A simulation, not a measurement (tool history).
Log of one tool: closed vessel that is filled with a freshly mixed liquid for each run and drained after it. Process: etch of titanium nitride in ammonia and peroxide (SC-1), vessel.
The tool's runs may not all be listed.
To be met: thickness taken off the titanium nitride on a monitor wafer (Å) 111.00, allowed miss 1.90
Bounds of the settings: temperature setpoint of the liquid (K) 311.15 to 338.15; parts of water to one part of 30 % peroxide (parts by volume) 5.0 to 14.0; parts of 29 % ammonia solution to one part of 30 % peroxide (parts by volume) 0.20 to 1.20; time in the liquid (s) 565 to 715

run  hour  temperature setpoint of the liquid (K)  parts of water to one part of 30 % peroxide (parts by volume)  parts of 29 % ammonia solution to one part of 30 % peroxide (parts by volume)  time in the liquid (s)  thickness taken off the titanium nitride on a monitor wafer (Å)
  1   0.0                                  322.15                                                            7.5                                                                           0.80                     715                                                           320.98
  2   5.9                                  319.65                                                            8.5                                                                           0.80                     715                                                           254.92
  3  14.0                                  317.65                                                            9.5                                                                           0.80                     715                                                           207.93
  4  15.4                                  317.65                                                            9.5                                                                           0.80                     715                                                           210.02
  5  21.8                                  317.65                                                           10.5                                                                           0.80                     715                                                           197.41
  6  26.7                                  316.15                                                           11.0                                                                           0.80                     715                                                           173.31
  7  29.5                                  315.15                                                           11.5                                                                           0.80                     715                                                           156.07
  8  37.2                                  314.15                                                           11.5                                                                           0.80                     715                                                           144.88
  9  43.6                                  313.65                                                           11.5                                                                           0.80                     715                                                           141.62
 10  46.0                                  313.15                                                           12.0                                                                           0.80                     715                                                           133.84
 11  53.4                                  312.65                                                           12.0                                                                           0.80                     715                                                           128.12
 12  60.0                                  312.15                                                           12.0                                                                           0.80                     715                                                           124.02
 13  68.4                                  312.15                                                           12.0                                                                           0.80                     715                                                           123.57
 14  68.9                                  311.65                                                           12.5                                                                           0.80                     715                                                           116.07

Which of these 5 next moves meets every target?
  A  69.4                                  313.15                                                           12.5                                                                           0.50                     665                                                                ?
  B  69.4                                  312.15                                                           11.0                                                                           0.75                     645                                                                ?
  C  69.4                                  311.15                                                            9.0                                                                           0.60                     705                                                                ?
  D  69.4                                  311.15                                                           13.0                                                                           0.80                     705                                                                ?
  E  69.4                                  314.15                                                           13.0                                                                           0.45                     710                                                                ?

move  thickness taken off the titanium nitride on a monitor wafer (Å)
   A                                                           111.51
   B                                                           115.17
   C                                                           124.78
   D                                                           108.19
   E                                                           123.17
A: meets every target
B: nearer than the last run, and not there yet
C: further off than the last run
D: takes the result that was furthest off past its target
E: further off than the last run
The right move is A.
